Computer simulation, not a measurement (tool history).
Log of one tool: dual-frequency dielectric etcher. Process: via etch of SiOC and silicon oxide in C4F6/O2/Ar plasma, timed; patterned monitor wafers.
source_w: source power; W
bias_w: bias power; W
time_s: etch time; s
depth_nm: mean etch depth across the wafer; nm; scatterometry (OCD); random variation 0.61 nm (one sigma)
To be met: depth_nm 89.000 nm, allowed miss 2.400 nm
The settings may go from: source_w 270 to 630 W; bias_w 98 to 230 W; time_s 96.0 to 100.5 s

Run 1, hour 0.0: source_w 450 W, bias_w 164 W, time_s 96.0 s. Result: depth_nm 99.903 nm.
Run 2, hour 7.3: source_w 480 W, bias_w 164 W, time_s 96.0 s. Result: depth_nm 103.410 nm.
Run 3, hour 10.3: source_w 460 W, bias_w 162 W, time_s 96.0 s. Result: depth_nm 100.810 nm.
Run 4, hour 13.4: source_w 410 W, bias_w 162 W, time_s 96.0 s. Result: depth_nm 98.335 nm.
Run 5, hour 20.0: source_w 400 W, bias_w 158 W, time_s 96.0 s. Result: depth_nm 95.663 nm.
At hour 23.7: wet clean of the chamber.
Run 6, hour 23.7: source_w 390 W, bias_w 157 W, time_s 96.0 s. Result: depth_nm 98.101 nm.
Run 7, hour 31.4: source_w 370 W, bias_w 150 W, time_s 96.0 s. Result: depth_nm 95.226 nm.
Run 8, hour 38.4: source_w 300 W, bias_w 139 W, time_s 96.0 s. Result: depth_nm 85.109 nm.
Run 9, hour 46.3: source_w 300 W, bias_w 140 W, time_s 96.0 s. Result: depth_nm 86.471 nm.

Which of these 5 next moves meets every target?
Run A, hour 54.2: source_w 360 W, bias_w 144 W, time_s 96.0 s. Result: depth_nm ?.
Run B, hour 54.2: source_w 310 W, bias_w 111 W, time_s 100.5 s. Result: depth_nm ?.
Run C, hour 54.2: source_w 360 W, bias_w 146 W, time_s 96.0 s. Result: depth_nm ?.
Run D, hour 54.2: source_w 330 W, bias_w 144 W, time_s 100.5 s. Result: depth_nm ?.
Run E, hour 54.2: source_w 280 W, bias_w 140 W, time_s 100.5 s. Result: depth_nm ?.

move  depth_nm
   A    92.436
   B    82.024
   C    92.987
   D    93.965
   E    87.898
A: takes the result that was furthest off past its target
B: further off than the last run
C: takes the result that was furthest off past its target
D: takes the result that was furthest off past its target
E: meets every target
Move E is the one to make.

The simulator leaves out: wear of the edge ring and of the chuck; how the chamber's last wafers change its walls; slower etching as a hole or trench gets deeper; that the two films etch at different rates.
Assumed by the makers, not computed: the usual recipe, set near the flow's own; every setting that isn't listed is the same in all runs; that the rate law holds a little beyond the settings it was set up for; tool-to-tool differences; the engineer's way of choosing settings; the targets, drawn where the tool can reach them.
